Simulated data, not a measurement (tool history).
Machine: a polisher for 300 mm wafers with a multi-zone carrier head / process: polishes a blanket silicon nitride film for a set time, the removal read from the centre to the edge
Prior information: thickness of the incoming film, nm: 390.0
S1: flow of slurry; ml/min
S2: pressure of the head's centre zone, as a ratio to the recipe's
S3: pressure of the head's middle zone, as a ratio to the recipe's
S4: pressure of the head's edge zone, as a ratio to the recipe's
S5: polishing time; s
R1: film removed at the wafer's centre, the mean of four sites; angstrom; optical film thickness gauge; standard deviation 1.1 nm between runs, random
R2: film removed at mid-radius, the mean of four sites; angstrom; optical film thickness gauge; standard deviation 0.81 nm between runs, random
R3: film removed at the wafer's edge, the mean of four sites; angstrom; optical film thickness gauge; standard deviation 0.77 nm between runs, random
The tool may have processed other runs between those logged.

Run 1, day 0.000: S1 155 ml/min, S2 1.00, S3 1.00, S4 1.00, S5 62 s. Result: R1 1237.8 angstrom, R2 1248.50 angstrom, R3 1232.5 angstrom.
Run 2, day 0.246: S1 155 ml/min, S2 1.04, S3 1.00, S4 1.00, S5 62 s. Result: R1 1302.3 angstrom, R2 1255.00 angstrom, R3 1222.1 angstrom.
Run 3, day 0.533: S1 180 ml/min, S2 1.04, S3 1.00, S4 1.00, S5 62 s. Result: R1 1345.4 angstrom, R2 1287.50 angstrom, R3 1265.4 angstrom.
Run 4, day 0.608: S1 160 ml/min, S2 1.04, S3 1.00, S4 1.00, S5 62 s. Result: R1 1309.1 angstrom, R2 1250.60 angstrom, R3 1240.0 angstrom.
Run 5, day 0.762: S1 160 ml/min, S2 1.04, S3 1.00, S4 1.00, S5 50 s. Result: R1 1069.7 angstrom, R2 1012.50 angstrom, R3 1003.0 angstrom.
Run 6, day 0.829: S1 160 ml/min, S2 1.04, S3 0.92, S4 1.00, S5 50 s. Result: R1 1060.3 angstrom, R2 974.82 angstrom, R3 1001.9 angstrom.
Run 7, day 0.908: S1 160 ml/min, S2 1.03, S3 0.94, S4 0.99, S5 50 s. Result: R1 1045.1 angstrom, R2 967.86 angstrom, R3 1019.7 angstrom.
Run 8, day 1.225: S1 160 ml/min, S2 1.02, S3 0.96, S4 0.99, S5 50 s. Result: R1 1053.4 angstrom, R2 980.97 angstrom, R3 1006.2 angstrom.
Run 9, day 1.346: S1 160 ml/min, S2 1.01, S3 0.98, S4 0.99, S5 50 s. Result: R1 1034.6 angstrom, R2 998.41 angstrom, R3 1001.4 angstrom.
Run 10, day 1.617: S1 160 ml/min, S2 1.00, S3 0.99, S4 0.99, S5 50 s. Result: R1 1016.0 angstrom, R2 1012.40 angstrom, R3 1008.4 angstrom.
Run 11, day 1.942: S1 160 ml/min, S2 1.00, S3 1.00, S4 0.98, S5 50 s. Result: R1 1007.5 angstrom, R2 1006.10 angstrom, R3 1016.6 angstrom.

For run 12, what comes out?
Run 12, day 2.238: S1 160 ml/min, S2 1.00, S3 1.02, S4 0.98, S5 50 s. Result: R1 ?, R2 ?, R3 ?.

Run 12 measured R1 1038.2 angstrom, R2 1012.80 angstrom, R3 1000.2 angstrom.
